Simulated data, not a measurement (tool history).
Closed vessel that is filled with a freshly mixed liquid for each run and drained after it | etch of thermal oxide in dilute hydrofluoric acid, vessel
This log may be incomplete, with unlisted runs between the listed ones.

run,day,temperature setpoint of the liquid (°C),parts of water to one part of 49 % hydrofluoric acid (parts by volume),time in the liquid (s),thickness taken off the thermal oxide on a monitor wafer (angstrom)
1,0.000,25.0,205,465,86.309
2,0.329,26.5,165,470,119.350
3,0.704,25.0,165,470,112.650
4,0.946,26.5,135,475,154.240
# day 1.279: thermometer replaced
5,1.279,24.5,135,475,149.000
6,1.358,24.5,135,500,155.840
7,1.625,28.5,55,500,504.070

The next listed run, before its measurement:
8,2.012,27.0,55,500,?

For run 8 the tool returned thickness taken off the thermal oxide on a monitor wafer (angstrom) 474.230.
